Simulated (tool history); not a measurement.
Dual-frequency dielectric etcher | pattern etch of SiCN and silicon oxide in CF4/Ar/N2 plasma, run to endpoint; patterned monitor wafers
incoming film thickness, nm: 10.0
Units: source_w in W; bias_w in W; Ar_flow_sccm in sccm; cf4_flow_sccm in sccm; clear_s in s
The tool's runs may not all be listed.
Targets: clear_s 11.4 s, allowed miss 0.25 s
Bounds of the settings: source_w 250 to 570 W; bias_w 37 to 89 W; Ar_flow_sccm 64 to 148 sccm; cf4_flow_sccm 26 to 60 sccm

| run | hour | source_w | bias_w | Ar_flow_sccm | cf4_flow_sccm | clear_s |
|---|---|---|---|---|---|---|
| 1 | 0 | 410 | 63 | 106 | 43 | 13.917 |
| 2 | 7.6 | 420 | 63 | 106 | 43 | 13.651 |
| 3 | 14 | 480 | 63 | 106 | 43 | 12.057 |
| 4 | 21.3 | 480 | 63 | 97 | 43 | 11.925 |
| 5 | 29.8 | 480 | 54 | 97 | 43 | 12.408 |
| 6 | 38.8 | 480 | 54 | 97 | 38 | 12.497 |
| 7 | 40.7 | 490 | 54 | 97 | 38 | 12.319 |
| 8 | 45.9 | 510 | 54 | 97 | 38 | 11.859 |
| 9 | 47.4 | 520 | 54 | 97 | 38 | 11.613 |

4 next moves are on the table. One of them brings every result within its allowed miss. Which?
| A | 48.9 | 480 | 64 | 92 | 36 | ? |
| B | 48.9 | 480 | 60 | 90 | 37 | ? |
| C | 48.9 | 510 | 58 | 74 | 33 | ? |
| D | 48.9 | 500 | 57 | 94 | 35 | ? |

| move | clear_s |
|---|---|
| A | 11.988 |
| B | 12.124 |
| C | 11.432 |
| D | 11.947 |
A: further off than the last run
B: further off than the last run
C: meets every target
D: further off than the last run
Move C is the one to make.

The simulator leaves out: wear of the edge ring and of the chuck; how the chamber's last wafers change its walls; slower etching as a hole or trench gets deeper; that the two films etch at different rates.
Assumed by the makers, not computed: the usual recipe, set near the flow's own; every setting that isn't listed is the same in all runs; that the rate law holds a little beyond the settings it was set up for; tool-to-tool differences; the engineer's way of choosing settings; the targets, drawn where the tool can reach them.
